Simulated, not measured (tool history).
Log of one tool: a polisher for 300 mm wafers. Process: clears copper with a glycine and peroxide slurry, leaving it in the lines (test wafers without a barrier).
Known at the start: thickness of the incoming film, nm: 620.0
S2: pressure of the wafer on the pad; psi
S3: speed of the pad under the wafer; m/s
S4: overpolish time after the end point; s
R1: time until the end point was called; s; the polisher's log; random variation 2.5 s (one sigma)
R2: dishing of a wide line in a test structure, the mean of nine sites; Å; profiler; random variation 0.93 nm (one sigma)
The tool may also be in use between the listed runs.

Run 1, day 0: flow of slurry (ml/min) 190, S2 2.3 psi, S3 0.98 m/s, S4 27 s. Result: R1 163.21 s, R2 608.04 Å.
Run 2, day 0.246: flow of slurry (ml/min) 190, S2 2.3 psi, S3 1.22 m/s, S4 27 s. Result: R1 137.13 s, R2 681.59 Å.
Run 3, day 0.271: flow of slurry (ml/min) 190, S2 2.2 psi, S3 1.22 m/s, S4 25 s. Result: R1 142.33 s, R2 665.06 Å.
Run 4, day 0.471: flow of slurry (ml/min) 190, S2 2.2 psi, S3 1.36 m/s, S4 25 s. Result: R1 125.52 s, R2 708.01 Å.
Run 5, day 0.625: flow of slurry (ml/min) 190, S2 2.1 psi, S3 1.36 m/s, S4 23 s. Result: R1 134.74 s, R2 626.26 Å.
Run 6, day 0.729: flow of slurry (ml/min) 190, S2 2.1 psi, S3 1.36 m/s, S4 22 s. Result: R1 134.35 s, R2 590.97 Å.
At day 0.788: worn pad replaced by a new one.
Run 7, day 0.788: flow of slurry (ml/min) 190, S2 2 psi, S3 1.36 m/s, S4 21 s. Result: R1 126.71 s, R2 611.02 Å.

Forecast run 8:
Run 8, day 1.088: flow of slurry (ml/min) 190, S2 2 psi, S3 1.36 m/s, S4 21 s. Result: R1 ?, R2 ?.

R1: 121.58 s
R2: 595.85 Å

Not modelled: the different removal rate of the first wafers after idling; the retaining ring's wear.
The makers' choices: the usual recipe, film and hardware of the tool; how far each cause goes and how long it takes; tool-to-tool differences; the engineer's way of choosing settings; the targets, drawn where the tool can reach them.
